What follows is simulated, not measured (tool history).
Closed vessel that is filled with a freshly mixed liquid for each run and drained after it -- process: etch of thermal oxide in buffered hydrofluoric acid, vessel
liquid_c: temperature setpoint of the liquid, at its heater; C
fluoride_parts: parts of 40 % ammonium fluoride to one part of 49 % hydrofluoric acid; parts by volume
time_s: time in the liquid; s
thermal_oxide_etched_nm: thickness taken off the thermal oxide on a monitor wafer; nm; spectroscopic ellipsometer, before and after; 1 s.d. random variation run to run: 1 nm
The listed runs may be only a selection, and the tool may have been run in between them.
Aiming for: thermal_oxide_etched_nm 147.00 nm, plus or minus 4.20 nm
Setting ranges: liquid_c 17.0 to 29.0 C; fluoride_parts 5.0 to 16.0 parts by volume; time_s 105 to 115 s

run,hour,liquid_c,fluoride_parts,time_s,thermal_oxide_etched_nm
1,0.0,21.0,9.5,105,111.02
2,4.9,22.5,9.5,105,121.05
3,6.6,22.5,9.5,105,121.69
4,7.6,19.0,9.5,105,99.56
5,15.4,21.0,9.5,105,111.90
6,19.7,21.0,9.5,115,122.43
7,20.7,22.0,9.5,115,130.42
8,21.6,22.5,9.5,115,133.63

Exactly one of the 4 candidate moves below puts every result within its allowed miss. Which one?
A,22.5,21.0,8.0,110,?
B,22.5,19.0,7.0,115,?
C,22.5,18.5,7.5,105,?
D,22.5,22.5,9.0,105,?

move,thermal_oxide_etched_nm
A,138.05
B,149.09
C,122.84
D,126.00
A: nearer the targets than the last run, but a result is still out of spec
B: all results land within tolerance of their targets
C: moves away from the targets compared with the last run
D: moves away from the targets compared with the last run
B meets every target.
